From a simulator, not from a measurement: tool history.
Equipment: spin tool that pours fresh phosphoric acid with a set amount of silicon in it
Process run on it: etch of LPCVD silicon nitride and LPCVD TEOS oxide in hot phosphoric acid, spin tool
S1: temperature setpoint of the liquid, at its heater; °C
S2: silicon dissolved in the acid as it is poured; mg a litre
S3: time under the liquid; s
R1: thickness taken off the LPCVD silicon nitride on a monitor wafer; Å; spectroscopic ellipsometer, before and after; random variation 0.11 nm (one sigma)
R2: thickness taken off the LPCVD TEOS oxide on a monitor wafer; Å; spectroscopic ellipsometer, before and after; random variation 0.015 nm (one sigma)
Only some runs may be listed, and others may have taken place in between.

run	hour	S1	S2	S3	R1	R2
1	0.0	164.0	24.0	180	191.58	8.4433
2	0.9	163.5	28.0	195	205.08	7.4757
3	9.8	163.5	28.0	260	272.84	10.6180
4	14.1	163.5	19.5	260	273.23	14.3390
5	17.9	163.0	24.0	270	277.34	11.4500
6	24.9	162.5	28.0	275	278.67	10.3010
7	26.5	162.0	31.0	285	285.92	8.6130

Estimate the outcome of run 8 from the log above:
8	30.3	162.0	34.0	290	?	?

Run 8 measured R1 288.86 Å, R2 8.3621 Å.

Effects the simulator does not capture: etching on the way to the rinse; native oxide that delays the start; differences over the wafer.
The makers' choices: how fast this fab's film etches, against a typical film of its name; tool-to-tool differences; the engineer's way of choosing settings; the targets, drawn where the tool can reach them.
